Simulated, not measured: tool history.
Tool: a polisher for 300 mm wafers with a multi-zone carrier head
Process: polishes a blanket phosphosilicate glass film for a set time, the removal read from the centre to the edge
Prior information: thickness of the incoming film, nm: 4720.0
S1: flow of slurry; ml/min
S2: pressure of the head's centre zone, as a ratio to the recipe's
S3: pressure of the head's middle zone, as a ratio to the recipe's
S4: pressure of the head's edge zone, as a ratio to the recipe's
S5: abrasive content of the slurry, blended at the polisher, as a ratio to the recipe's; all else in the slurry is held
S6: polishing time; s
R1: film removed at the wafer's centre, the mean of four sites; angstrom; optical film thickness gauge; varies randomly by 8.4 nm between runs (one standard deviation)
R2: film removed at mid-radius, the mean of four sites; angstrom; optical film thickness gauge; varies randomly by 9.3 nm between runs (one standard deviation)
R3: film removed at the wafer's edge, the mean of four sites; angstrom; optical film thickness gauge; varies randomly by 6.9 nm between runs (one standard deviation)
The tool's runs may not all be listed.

run 1 hour=0.0 | S1=285 S2=1.00 S3=1.00 S4=1.00 S5=1.00 S6=55 | R1=5664.3 R2=5564.9 R3=5642.9
run 2 hour=5.5 | S1=290 S2=1.00 S3=1.03 S4=1.02 S5=1.05 S6=55 | R1=5711.8 R2=5968.7 R3=5797.4
run 3 hour=9.9 | S1=290 S2=1.01 S3=1.04 S4=1.04 S5=1.10 S6=55 | R1=5805.5 R2=6049.7 R3=5859.8
run 4 hour=18.2 | S1=290 S2=1.01 S3=1.05 S4=1.05 S5=1.15 S6=55 | R1=6005.8 R2=6285.0 R3=5935.2
run 5 hour=21.2 | S1=290 S2=1.01 S3=1.05 S4=1.05 S5=1.05 S6=55 | R1=5703.8 R2=5974.6 R3=5836.6
run 6 hour=23.4 | S1=290 S2=1.01 S3=1.05 S4=1.01 S5=1.05 S6=55 | R1=5689.9 R2=6076.4 R3=5654.0
run 7 hour=31.9 | S1=290 S2=1.00 S3=1.06 S4=1.03 S5=1.10 S6=55 | R1=5671.7 R2=6188.0 R3=5921.1
run 8 hour=39.9 | S1=290 S2=1.00 S3=1.07 S4=1.04 S5=1.15 S6=55 | R1=5811.2 R2=6231.7 R3=6006.7

Predict the results of run 9:
run 9 hour=45.9 | S1=295 S2=1.00 S3=1.09 S4=1.05 S5=1.20 S6=55 | R1=? R2=? R3=?

R1: 5883.8 angstrom
R2: 6594.3 angstrom
R3: 6103.7 angstrom
